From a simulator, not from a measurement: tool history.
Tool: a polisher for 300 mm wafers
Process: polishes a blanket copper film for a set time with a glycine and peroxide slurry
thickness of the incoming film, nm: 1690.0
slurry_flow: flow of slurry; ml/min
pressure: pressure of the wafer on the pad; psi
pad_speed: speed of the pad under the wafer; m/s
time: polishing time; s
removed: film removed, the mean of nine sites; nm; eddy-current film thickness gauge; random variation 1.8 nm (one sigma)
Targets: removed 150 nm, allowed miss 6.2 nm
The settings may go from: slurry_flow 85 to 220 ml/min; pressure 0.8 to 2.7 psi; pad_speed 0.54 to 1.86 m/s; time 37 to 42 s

{"run": 1, "day": 0.0, "slurry_flow": 140, "pressure": 1.7, "pad_speed": 1.18, "time": 42, "removed": 190.03}
{"run": 2, "day": 0.158, "slurry_flow": 140, "pressure": 1.3, "pad_speed": 1.18, "time": 42, "removed": 163.41}
{"run": 3, "day": 0.225, "slurry_flow": 140, "pressure": 1.3, "pad_speed": 0.94, "time": 42, "removed": 142.59}
{"run": 4, "day": 0.5, "slurry_flow": 140, "pressure": 1.3, "pad_speed": 0.82, "time": 42, "removed": 128.48}
{"run": 5, "day": 0.696, "slurry_flow": 140, "pressure": 1.3, "pad_speed": 0.82, "time": 37, "removed": 116.62}
{"run": 6, "day": 0.808, "slurry_flow": 145, "pressure": 1.4, "pad_speed": 0.84, "time": 37, "removed": 123.47}
{"run": 7, "day": 0.908, "slurry_flow": 145, "pressure": 1.5, "pad_speed": 0.86, "time": 37, "removed": 127.44}
{"run": 8, "day": 0.979, "slurry_flow": 145, "pressure": 1.6, "pad_speed": 0.88, "time": 37, "removed": 132.74}
{"run": 9, "day": 1.321, "slurry_flow": 145, "pressure": 1.7, "pad_speed": 0.9, "time": 37, "removed": 140.37}

5 next moves are on the table. One of them brings every result within its allowed miss. Which?
{"run": "A", "day": 1.662, "slurry_flow": 90, "pressure": 1.8, "pad_speed": 0.94, "time": 42, "removed": "?"}
{"run": "B", "day": 1.662, "slurry_flow": 155, "pressure": 1.4, "pad_speed": 0.66, "time": 42, "removed": "?"}
{"run": "C", "day": 1.662, "slurry_flow": 160, "pressure": 1.9, "pad_speed": 0.76, "time": 37, "removed": "?"}
{"run": "D", "day": 1.662, "slurry_flow": 185, "pressure": 1.9, "pad_speed": 0.66, "time": 37, "removed": "?"}
{"run": "E", "day": 1.662, "slurry_flow": 145, "pressure": 1.7, "pad_speed": 0.78, "time": 37, "removed": "?"}

move=A removed=149.68
move=B removed=124.55
move=C removed=137.41
move=D removed=130
move=E removed=129.52
A: meets every target
B: further off than the last run
C: further off than the last run
D: further off than the last run
E: further off than the last run
Move A is the one to make.
